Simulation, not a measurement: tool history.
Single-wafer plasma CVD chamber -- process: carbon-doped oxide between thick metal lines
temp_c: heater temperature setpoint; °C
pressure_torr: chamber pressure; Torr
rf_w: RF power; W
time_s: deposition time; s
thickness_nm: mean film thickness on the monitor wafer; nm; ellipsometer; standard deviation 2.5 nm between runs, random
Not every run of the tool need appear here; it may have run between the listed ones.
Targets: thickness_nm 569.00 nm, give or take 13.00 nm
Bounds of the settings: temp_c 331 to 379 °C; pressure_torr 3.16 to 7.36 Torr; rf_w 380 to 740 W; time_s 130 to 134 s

run  hour  temp_c  pressure_torr  rf_w  time_s  thickness_nm
  1   0.0     355           5.26   560     130        651.46
  2   6.4     356           5.08   545     130        641.73
  3   9.8     357           5.00   525     130        620.58
  4  14.9     358           4.87   515     130        614.75
  5  23.2     358           4.87   515     130        609.42
  6  28.5     358           5.80   515     130        635.57
  7  32.9     359           5.57   505     130        621.98
  8  38.5     359           5.39   500     130        618.44
  9  41.2     359           5.21   490     130        607.67
 10  42.3     359           5.07   485     130        598.51

4 candidate next runs follow, results not yet known. Just one meets every target within its allowed miss. Identify it.
  A  43.4     349           5.39   465     130             ?
  B  43.4     369           4.96   430     133             ?
  C  43.4     367           4.69   535     134             ?
  D  43.4     353           4.31   510     130             ?

move  thickness_nm
   A        616.77
   B        571.55
   C        621.86
   D        599.95
A: the biggest miss grows against the last run
B: meets every target
C: the biggest miss grows against the last run
D: as far off as the last run
The move that meets every target is B.
